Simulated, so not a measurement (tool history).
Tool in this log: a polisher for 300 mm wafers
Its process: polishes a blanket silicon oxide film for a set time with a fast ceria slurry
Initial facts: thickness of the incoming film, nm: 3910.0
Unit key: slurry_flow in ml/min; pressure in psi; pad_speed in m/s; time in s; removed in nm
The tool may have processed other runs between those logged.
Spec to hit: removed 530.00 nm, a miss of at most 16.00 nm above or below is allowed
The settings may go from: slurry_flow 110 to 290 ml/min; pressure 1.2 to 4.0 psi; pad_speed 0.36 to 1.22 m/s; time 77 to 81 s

Run 1, hour 0.0: slurry_flow 185 ml/min, pressure 2.6 psi, pad_speed 0.78 m/s, time 77 s. Result: removed 933.60 nm.
Run 2, hour 1.1: slurry_flow 180 ml/min, pressure 2.2 psi, pad_speed 0.78 m/s, time 77 s. Result: removed 789.20 nm.
Run 3, hour 7.1: slurry_flow 180 ml/min, pressure 2.2 psi, pad_speed 0.78 m/s, time 77 s. Result: removed 785.70 nm.
Run 4, hour 15.8: slurry_flow 175 ml/min, pressure 2.0 psi, pad_speed 0.78 m/s, time 77 s. Result: removed 711.05 nm.
Run 5, hour 18.4: slurry_flow 175 ml/min, pressure 1.8 psi, pad_speed 0.78 m/s, time 77 s. Result: removed 641.75 nm.
Run 6, hour 19.1: slurry_flow 170 ml/min, pressure 1.7 psi, pad_speed 0.78 m/s, time 77 s. Result: removed 604.14 nm.
Run 7, hour 25.0: slurry_flow 160 ml/min, pressure 1.7 psi, pad_speed 0.78 m/s, time 77 s. Result: removed 593.26 nm.
Run 8, hour 28.7: slurry_flow 150 ml/min, pressure 1.7 psi, pad_speed 0.78 m/s, time 77 s. Result: removed 592.25 nm.
Run 9, hour 34.2: slurry_flow 145 ml/min, pressure 1.7 psi, pad_speed 0.78 m/s, time 77 s. Result: removed 590.71 nm.
Run 10, hour 40.3: slurry_flow 140 ml/min, pressure 1.7 psi, pad_speed 0.78 m/s, time 77 s. Result: removed 582.08 nm.
Run 11, hour 45.2: slurry_flow 135 ml/min, pressure 1.7 psi, pad_speed 0.78 m/s, time 77 s. Result: removed 576.45 nm.

Of the 5 settings listed for the next run, only one would bring every result within its allowed miss of target. Which one?
Run A, hour 50.1: slurry_flow 110 ml/min, pressure 1.9 psi, pad_speed 0.84 m/s, time 77 s. Result: removed ?.
Run B, hour 50.1: slurry_flow 110 ml/min, pressure 1.5 psi, pad_speed 0.86 m/s, time 77 s. Result: removed ?.
Run C, hour 50.1: slurry_flow 220 ml/min, pressure 1.8 psi, pad_speed 0.72 m/s, time 81 s. Result: removed ?.
Run D, hour 50.1: slurry_flow 115 ml/min, pressure 1.7 psi, pad_speed 0.86 m/s, time 81 s. Result: removed ?.
Run E, hour 50.1: slurry_flow 135 ml/min, pressure 1.8 psi, pad_speed 0.78 m/s, time 81 s. Result: removed ?.

move  removed
   A   657.37
   B   536.74
   C   644.72
   D   643.61
   E   642.13
A: misses by more than the last run did
B: all results land within tolerance of their targets
C: misses by more than the last run did
D: misses by more than the last run did
E: misses by more than the last run did
Answer: B
